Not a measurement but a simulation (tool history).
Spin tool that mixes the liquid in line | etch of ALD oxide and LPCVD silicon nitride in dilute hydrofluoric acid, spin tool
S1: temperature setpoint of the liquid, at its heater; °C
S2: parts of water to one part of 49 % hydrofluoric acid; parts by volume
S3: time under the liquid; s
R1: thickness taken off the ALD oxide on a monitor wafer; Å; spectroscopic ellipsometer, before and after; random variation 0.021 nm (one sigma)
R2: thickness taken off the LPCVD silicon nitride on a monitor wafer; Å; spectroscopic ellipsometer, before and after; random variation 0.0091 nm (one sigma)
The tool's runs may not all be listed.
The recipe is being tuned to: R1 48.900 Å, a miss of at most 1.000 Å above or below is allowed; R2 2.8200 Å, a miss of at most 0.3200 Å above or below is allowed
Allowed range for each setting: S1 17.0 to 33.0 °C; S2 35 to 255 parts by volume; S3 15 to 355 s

run	hour	S1	S2	S3	R1	R2
1	0.0	25.0	145	180	121.910	6.7900
2	8.3	24.0	160	180	104.670	5.4681
3	14.6	24.0	160	105	61.274	3.2707
4	23.6	24.0	165	105	59.048	3.0405
5	30.9	24.0	185	105	51.371	2.6924
6	35.9	24.0	185	60	29.535	1.4843
7	38.9	24.5	180	60	30.908	1.6850
8	39.7	24.5	170	60	32.954	1.7728
9	42.9	24.5	160	60	35.709	1.8704
10	50.1	25.0	150	60	39.352	2.1131
11	51.8	25.5	145	60	41.520	2.1053
12	60.4	26.5	140	60	45.310	2.3804
13	62.8	27.0	140	60	45.804	2.6158

Which single option among these 5 for the next run brings every result within its allowed miss of target? Just one does.
A	65.2	20.0	110	60	?	?
B	65.2	27.0	210	100	?	?
C	65.2	22.0	115	60	?	?
D	65.2	23.0	130	65	?	?
E	65.2	28.5	140	60	?	?

move	R1	R2
A	45.496	1.9544
B	46.401	2.7032
C	46.914	2.1403
D	45.975	2.1958
E	47.973	2.6763
A: misses by more than the last run did
B: gains on the last run, yet a result remains outside its allowed miss
C: gains on the last run, yet a result remains outside its allowed miss
D: gains on the last run, yet a result remains outside its allowed miss
E: meets every target
Go with E: it meets all targets.

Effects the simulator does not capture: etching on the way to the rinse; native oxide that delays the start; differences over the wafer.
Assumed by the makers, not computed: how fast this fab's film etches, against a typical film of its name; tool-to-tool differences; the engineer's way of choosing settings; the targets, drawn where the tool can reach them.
